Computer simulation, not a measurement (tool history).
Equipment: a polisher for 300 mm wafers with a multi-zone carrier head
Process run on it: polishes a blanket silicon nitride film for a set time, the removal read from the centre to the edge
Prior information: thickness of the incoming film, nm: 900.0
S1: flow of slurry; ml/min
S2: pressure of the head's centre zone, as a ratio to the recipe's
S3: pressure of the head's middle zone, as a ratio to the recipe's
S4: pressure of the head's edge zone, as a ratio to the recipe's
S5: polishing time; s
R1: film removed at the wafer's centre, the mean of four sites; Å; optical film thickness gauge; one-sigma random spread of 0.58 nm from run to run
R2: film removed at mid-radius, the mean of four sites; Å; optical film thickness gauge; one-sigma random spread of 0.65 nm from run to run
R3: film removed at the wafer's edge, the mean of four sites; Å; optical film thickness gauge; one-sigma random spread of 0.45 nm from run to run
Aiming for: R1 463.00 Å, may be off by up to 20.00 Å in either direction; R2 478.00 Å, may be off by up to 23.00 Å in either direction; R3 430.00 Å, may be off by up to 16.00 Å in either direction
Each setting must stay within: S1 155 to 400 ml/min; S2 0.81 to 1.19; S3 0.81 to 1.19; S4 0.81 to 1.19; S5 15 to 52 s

| run | day | S1 | S2 | S3 | S4 | S5 | R1 | R2 | R3 |
|---|---|---|---|---|---|---|---|---|---|
| 1 | 0.000 | 255 | 1.00 | 1.00 | 1.00 | 33 | 364.06 | 393.63 | 389.57 |
| 2 | 0.071 | 255 | 1.00 | 0.96 | 1.00 | 33 | 367.68 | 374.13 | 393.31 |
| 3 | 0.238 | 255 | 1.00 | 0.96 | 1.07 | 33 | 366.23 | 375.09 | 403.22 |
| 4 | 0.267 | 220 | 1.00 | 0.96 | 1.07 | 33 | 364.62 | 361.00 | 398.16 |
|  | 0.533 | edge zone pressure recalibrated |
| 5 | 0.533 | 220 | 1.00 | 1.01 | 1.07 | 33 | 366.52 | 388.12 | 385.33 |
| 6 | 0.721 | 170 | 1.00 | 1.01 | 1.07 | 33 | 344.19 | 369.01 | 369.47 |
| 7 | 1.000 | 200 | 1.02 | 1.03 | 1.08 | 33 | 362.17 | 381.33 | 380.03 |
| 8 | 1.100 | 270 | 1.12 | 1.13 | 1.12 | 35 | 440.22 | 452.00 | 423.33 |

Next run, 4 choices. One meets every target within its allowed miss, the rest don't. Which?
| A | 1.200 | 320 | 1.04 | 1.15 | 1.15 | 34 | ? | ? | ? |
| B | 1.200 | 310 | 1.11 | 1.16 | 1.08 | 36 | ? | ? | ? |
| C | 1.200 | 240 | 1.06 | 1.07 | 1.07 | 37 | ? | ? | ? |
| D | 1.200 | 215 | 1.15 | 1.14 | 1.13 | 36 | ? | ? | ? |

| move | R1 | R2 | R3 |
|---|---|---|---|
| A | 404.61 | 445.90 | 423.75 |
| B | 455.91 | 473.05 | 433.48 |
| C | 432.69 | 449.57 | 433.98 |
| D | 449.21 | 447.11 | 428.72 |
A: lands further from the targets than the last run did
B: in spec on every target
C: lands further from the targets than the last run did
D: brings the result that was furthest off to its target, and leaves another outside
The move that meets every target is B.

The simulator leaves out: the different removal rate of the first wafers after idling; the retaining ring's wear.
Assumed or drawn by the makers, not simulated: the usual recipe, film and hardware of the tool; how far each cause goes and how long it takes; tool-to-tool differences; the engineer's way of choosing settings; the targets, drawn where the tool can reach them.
